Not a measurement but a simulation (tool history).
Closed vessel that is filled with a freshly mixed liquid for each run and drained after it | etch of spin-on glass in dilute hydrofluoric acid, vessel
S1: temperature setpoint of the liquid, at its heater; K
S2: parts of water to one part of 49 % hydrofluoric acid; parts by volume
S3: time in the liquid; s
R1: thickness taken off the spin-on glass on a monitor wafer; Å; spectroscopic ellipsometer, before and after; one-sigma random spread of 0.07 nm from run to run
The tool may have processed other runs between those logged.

{"run": 1, "hour": 0.0, "S1": 295.15, "S2": 255, "S3": 110, "R1": 94.414}
{"run": 2, "hour": 7.5, "S1": 293.65, "S2": 265, "S3": 110, "R1": 84.959}
{"run": 3, "hour": 15.0, "S1": 290.15, "S2": 265, "S3": 110, "R1": 74.709}
{"run": 4, "hour": 21.2, "S1": 290.15, "S2": 190, "S3": 110, "R1": 109.48}
{"run": 5, "hour": 29.4, "S1": 290.15, "S2": 115, "S3": 110, "R1": 195.44}
{"run": 6, "hour": 32.8, "S1": 290.15, "S2": 115, "S3": 115, "R1": 205.07}

What will run 7 give?
{"run": 7, "hour": 34.8, "S1": 290.15, "S2": 165, "S3": 115, "R1": "?"}

Run 7 came out at R1 136.950 Å.

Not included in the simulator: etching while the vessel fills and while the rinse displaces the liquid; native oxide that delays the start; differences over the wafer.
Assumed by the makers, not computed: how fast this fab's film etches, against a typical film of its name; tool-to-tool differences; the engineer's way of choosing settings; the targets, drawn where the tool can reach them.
